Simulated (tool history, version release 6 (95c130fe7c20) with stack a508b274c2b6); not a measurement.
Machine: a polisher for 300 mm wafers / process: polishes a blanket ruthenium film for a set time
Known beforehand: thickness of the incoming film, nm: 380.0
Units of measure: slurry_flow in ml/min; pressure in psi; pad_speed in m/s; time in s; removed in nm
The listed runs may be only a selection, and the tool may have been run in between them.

{"run": 1, "hour": 0.0, "slurry_flow": 250, "pressure": 2.0, "pad_speed": 1.2, "time": 56, "removed": 88.758}
{"run": 2, "hour": 0.8, "slurry_flow": 250, "pressure": 2.0, "pad_speed": 1.44, "time": 56, "removed": 102.56}
{"run": 3, "hour": 7.0, "slurry_flow": 205, "pressure": 2.0, "pad_speed": 1.44, "time": 56, "removed": 102.4}
{"run": 4, "hour": 10.6, "slurry_flow": 205, "pressure": 2.0, "pad_speed": 1.44, "time": 50, "removed": 93.766}
{"run": 5, "hour": 13.6, "slurry_flow": 150, "pressure": 2.0, "pad_speed": 1.44, "time": 50, "removed": 88.012}
{"run": 6, "hour": 14.4, "slurry_flow": 150, "pressure": 2.0, "pad_speed": 1.44, "time": 50, "removed": 86.687}
{"run": 7, "hour": 23.3, "slurry_flow": 150, "pressure": 2.6, "pad_speed": 1.48, "time": 50, "removed": 118.34}
{"run": 8, "hour": 27.3, "slurry_flow": 170, "pressure": 2.7, "pad_speed": 1.48, "time": 50, "removed": 124.08}

Predict the results of run 9:
{"run": 9, "hour": 33.4, "slurry_flow": 180, "pressure": 2.8, "pad_speed": 1.48, "time": 50, "removed": "?"}

{"run 9": {"removed": 129.45}}

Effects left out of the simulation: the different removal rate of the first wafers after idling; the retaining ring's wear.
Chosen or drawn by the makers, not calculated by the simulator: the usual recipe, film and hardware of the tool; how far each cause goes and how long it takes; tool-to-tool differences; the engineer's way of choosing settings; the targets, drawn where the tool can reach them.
